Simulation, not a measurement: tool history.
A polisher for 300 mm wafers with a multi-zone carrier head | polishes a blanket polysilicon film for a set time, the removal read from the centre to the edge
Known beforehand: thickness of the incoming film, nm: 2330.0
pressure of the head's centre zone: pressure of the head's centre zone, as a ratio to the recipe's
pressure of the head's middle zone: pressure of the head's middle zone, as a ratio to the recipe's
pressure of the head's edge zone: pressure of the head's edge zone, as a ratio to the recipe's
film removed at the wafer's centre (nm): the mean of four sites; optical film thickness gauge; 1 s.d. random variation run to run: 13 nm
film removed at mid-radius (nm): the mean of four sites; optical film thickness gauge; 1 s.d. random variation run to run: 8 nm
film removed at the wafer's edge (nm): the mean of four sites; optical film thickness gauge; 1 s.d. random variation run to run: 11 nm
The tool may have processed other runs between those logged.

| run | hour | flow of slurry (ml/min) | pressure of the head's centre zone | pressure of the head's middle zone | pressure of the head's edge zone | polishing time (s) | film removed at the wafer's centre (nm) | film removed at mid-radius (nm) | film removed at the wafer's edge (nm) |
|---|---|---|---|---|---|---|---|---|---|
| 1 | 0.0 | 280 | 1.00 | 1.00 | 1.00 | 65 | 698.08 | 707.74 | 683.26 |
| 2 | 8.7 | 225 | 1.00 | 1.00 | 1.00 | 65 | 683.69 | 691.70 | 640.30 |
| 3 | 11.1 | 245 | 1.02 | 1.03 | 1.01 | 66 | 703.28 | 723.32 | 674.43 |
| 4 | 16.1 | 245 | 0.95 | 1.03 | 1.01 | 66 | 665.13 | 733.94 | 654.94 |
| 5 | 20.5 | 255 | 0.98 | 1.06 | 1.00 | 67 | 701.07 | 763.44 | 681.55 |
| 6 | 28.0 | 255 | 0.90 | 1.06 | 1.00 | 67 | 663.69 | 759.69 | 690.47 |
| 7 | 35.3 | 255 | 0.90 | 1.06 | 1.00 | 67 | 647.36 | 773.81 | 690.05 |
| 8 | 42.5 | 270 | 0.94 | 1.08 | 1.00 | 68 | 698.90 | 791.04 | 705.45 |
| 9 | 48.0 | 280 | 0.96 | 1.10 | 1.00 | 69 | 736.59 | 815.00 | 711.16 |
|  | 53.1 | edge zone pressure recalibrated |
| 10 | 53.1 | 295 | 0.97 | 1.11 | 1.01 | 70 | 733.92 | 842.01 | 742.78 |
| 11 | 57.7 | 305 | 0.99 | 1.12 | 1.00 | 71 | 756.47 | 856.81 | 770.60 |
| 12 | 63.6 | 300 | 1.01 | 1.13 | 0.99 | 72 | 785.70 | 879.14 | 770.57 |

Expected results for the next run?
| 13 | 71.8 | 305 | 1.03 | 1.14 | 0.99 | 72 | ? | ? | ? |

{"run 13": {"film removed at the wafer's centre (nm)": 817.09, "film removed at mid-radius (nm)": 902.84, "film removed at the wafer's edge (nm)": 764.85}}

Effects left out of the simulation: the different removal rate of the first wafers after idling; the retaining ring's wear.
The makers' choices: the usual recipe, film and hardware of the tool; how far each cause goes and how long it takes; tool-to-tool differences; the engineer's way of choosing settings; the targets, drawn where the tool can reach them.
